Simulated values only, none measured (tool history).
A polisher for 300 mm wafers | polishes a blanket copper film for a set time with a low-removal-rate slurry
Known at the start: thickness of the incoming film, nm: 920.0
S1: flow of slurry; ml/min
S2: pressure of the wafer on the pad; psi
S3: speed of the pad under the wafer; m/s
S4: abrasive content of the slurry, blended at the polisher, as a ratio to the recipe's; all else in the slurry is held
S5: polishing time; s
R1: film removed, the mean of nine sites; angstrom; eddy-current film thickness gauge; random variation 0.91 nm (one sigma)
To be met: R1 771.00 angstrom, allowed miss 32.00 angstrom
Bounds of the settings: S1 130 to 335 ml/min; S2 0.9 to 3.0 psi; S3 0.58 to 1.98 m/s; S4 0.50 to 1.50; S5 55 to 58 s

{"run": 1, "hour": 0.0, "S1": 215, "S2": 1.9, "S3": 1.28, "S4": 1.0, "S5": 55, "R1": 1120.1}
{"run": 2, "hour": 2.5, "S1": 215, "S2": 1.9, "S3": 1.28, "S4": 0.95, "S5": 55, "R1": 1115.1}
{"run": 3, "hour": 5.1, "S1": 215, "S2": 1.9, "S3": 1.28, "S4": 1.1, "S5": 55, "R1": 1137.7}
{"run": 4, "hour": 11.9, "S1": 175, "S2": 1.9, "S3": 1.28, "S4": 1.1, "S5": 55, "R1": 1090.3}
{"run": 5, "hour": 13.4, "S1": 130, "S2": 1.9, "S3": 1.28, "S4": 1.1, "S5": 55, "R1": 1035.7}
{"run": 6, "hour": 15.8, "S1": 130, "S2": 1.7, "S3": 1.28, "S4": 1.1, "S5": 55, "R1": 950.21}
{"run": 7, "hour": 22.2, "S1": 130, "S2": 1.6, "S3": 1.28, "S4": 1.1, "S5": 55, "R1": 877.91}
{"run": 8, "hour": 27.1, "S1": 130, "S2": 1.5, "S3": 1.28, "S4": 1.1, "S5": 55, "R1": 814.35}

5 next moves are on the table. One of them brings every result within its allowed miss. Which?
{"run": "A", "hour": 32.0, "S1": 130, "S2": 1.2, "S3": 1.3, "S4": 0.95, "S5": 58, "R1": "?"}
{"run": "B", "hour": 32.0, "S1": 155, "S2": 1.1, "S3": 1.4, "S4": 1.2, "S5": 55, "R1": "?"}
{"run": "C", "hour": 32.0, "S1": 130, "S2": 1.2, "S3": 1.3, "S4": 1.2, "S5": 55, "R1": "?"}
{"run": "D", "hour": 32.0, "S1": 130, "S2": 1.4, "S3": 1.12, "S4": 1.0, "S5": 55, "R1": "?"}
{"run": "E", "hour": 32.0, "S1": 130, "S2": 1.4, "S3": 1.22, "S4": 1.15, "S5": 57, "R1": "?"}

move=A R1=695.69
move=B R1=692.42
move=C R1=680.45
move=D R1=682.10
move=E R1=771.42
A: takes the result that was furthest off past its target
B: takes the result that was furthest off past its target
C: takes the result that was furthest off past its target
D: takes the result that was furthest off past its target
E: meets every target
Move E is the one to make.
